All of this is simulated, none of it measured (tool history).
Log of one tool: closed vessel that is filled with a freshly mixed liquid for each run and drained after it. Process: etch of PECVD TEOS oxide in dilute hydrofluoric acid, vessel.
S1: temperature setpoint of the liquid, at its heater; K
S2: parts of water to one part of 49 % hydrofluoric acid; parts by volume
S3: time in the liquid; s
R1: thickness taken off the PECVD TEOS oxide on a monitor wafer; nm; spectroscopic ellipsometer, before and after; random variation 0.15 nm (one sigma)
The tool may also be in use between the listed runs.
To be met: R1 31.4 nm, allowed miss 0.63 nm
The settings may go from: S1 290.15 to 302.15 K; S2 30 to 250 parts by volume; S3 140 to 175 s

run	hour	S1	S2	S3	R1
1	0	294.15	140	175	12.775
2	5.7	294.15	110	175	16.72
3	7.6	294.15	70	175	27.667
4	12.5	294.15	35	175	58.092
5	16.7	293.15	40	175	47.962
6	21.4	292.65	45	175	41.42
7	28.6	292.15	45	175	40.552
8	30.8	291.65	45	175	40.059
9	38.1	291.15	50	175	34.974
10	46.9	290.65	50	175	34.243
11	49.1	290.15	60	175	27.416
12	56.1	292.65	60	175	30.612

Which of these 4 next moves meets every target?
A	63.1	295.65	70	175	?
B	63.1	291.15	55	175	?
C	63.1	293.65	60	165	?
D	63.1	297.65	65	145	?

move	R1
A	29.646
B	31.793
C	30.381
D	28.884
A: further off than the last run
B: meets every target
C: further off than the last run
D: further off than the last run
The right move is B.
